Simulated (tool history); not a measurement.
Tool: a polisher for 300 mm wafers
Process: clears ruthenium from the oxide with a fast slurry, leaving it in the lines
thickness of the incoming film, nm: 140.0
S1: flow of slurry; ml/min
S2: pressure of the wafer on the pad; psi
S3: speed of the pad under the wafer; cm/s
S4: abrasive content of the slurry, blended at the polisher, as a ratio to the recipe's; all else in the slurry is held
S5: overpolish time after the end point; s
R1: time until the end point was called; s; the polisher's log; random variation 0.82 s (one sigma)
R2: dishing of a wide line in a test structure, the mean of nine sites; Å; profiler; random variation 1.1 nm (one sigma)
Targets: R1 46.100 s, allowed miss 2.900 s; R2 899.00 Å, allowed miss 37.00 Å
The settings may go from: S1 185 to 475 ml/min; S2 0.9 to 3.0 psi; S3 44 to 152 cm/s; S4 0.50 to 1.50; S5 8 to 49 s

run 1 hour=0.0 | S1=305 S2=1.9 S3=98 S4=1.00 S5=25 | R1=54.257 R2=534.64
run 2 hour=6.6 | S1=305 S2=1.9 S3=88 S4=1.00 S5=25 | R1=58.011 R2=485.64
run 3 hour=9.4 | S1=305 S2=1.9 S3=110 S4=1.00 S5=25 | R1=46.613 R2=594.66
run 4 hour=17.6 | S1=375 S2=1.9 S3=110 S4=1.00 S5=25 | R1=47.366 R2=592.80
run 5 hour=25.1 | S1=375 S2=1.9 S3=110 S4=1.00 S5=33 | R1=46.301 R2=766.56
run 6 hour=27.1 | S1=375 S2=2.3 S3=110 S4=1.00 S5=33 | R1=37.323 R2=886.56
run 7 hour=29.6 | S1=375 S2=2.2 S3=110 S4=1.00 S5=34 | R1=40.214 R2=887.73
run 8 hour=33.9 | S1=375 S2=1.9 S3=110 S4=1.00 S5=38 | R1=47.355 R2=853.68

Which of these 5 next moves meets every target?
run A hour=38.2 | S1=335 S2=2.2 S3=108 S4=1.05 S5=31 | R1=? R2=?
run B hour=38.2 | S1=430 S2=1.6 S3=122 S4=1.20 S5=40 | R1=? R2=?
run C hour=38.2 | S1=345 S2=1.8 S3=118 S4=0.95 S5=36 | R1=? R2=?
run D hour=38.2 | S1=335 S2=2.0 S3=104 S4=1.10 S5=34 | R1=? R2=?
run E hour=38.2 | S1=365 S2=2.1 S3=126 S4=0.85 S5=34 | R1=? R2=?

move=A R1=41.244 R2=801.05
move=B R1=46.610 R2=890.60
move=C R1=47.640 R2=804.55
move=D R1=46.138 R2=788.29
move=E R1=40.002 R2=883.86
A: further off than the last run
B: meets every target
C: further off than the last run
D: further off than the last run
E: brings the result that was furthest off to its target, and leaves another outside
The right move is B.

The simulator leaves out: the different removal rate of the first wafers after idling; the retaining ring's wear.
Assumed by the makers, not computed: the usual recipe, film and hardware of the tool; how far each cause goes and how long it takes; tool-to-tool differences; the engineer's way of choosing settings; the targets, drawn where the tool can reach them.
